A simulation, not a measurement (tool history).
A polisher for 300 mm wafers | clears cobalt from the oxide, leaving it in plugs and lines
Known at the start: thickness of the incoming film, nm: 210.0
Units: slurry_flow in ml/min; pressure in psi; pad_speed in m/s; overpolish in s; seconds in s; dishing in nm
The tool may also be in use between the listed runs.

run    day  slurry_flow  pressure  pad_speed  overpolish  seconds  dishing
  1      0          130       2.3       1.16          27   41.291   63.654
  2  0.312          125       2.2       1.16          28   43.752   63.535
  3  0.508          120       2.1       1.16          29   46.469   63.716
  4  0.542          115       2.1       1.16          29    46.36   61.657
  5  0.675          115       2.1        1.3          29   41.432    67.76
      0.75  -- worn pad replaced by a new one
  6   0.75          110         2        1.3          29   39.833    69.21
  7  0.921          110         2        1.3          29   40.063   65.801
  8  0.992          110       1.8        1.3          30   43.698   65.711

Run 9 comes next. What will it give?
  9  1.225          110       1.7        1.3          31        ?        ?

Run 9 gave seconds 46.044 s, dishing 67.289 nm.
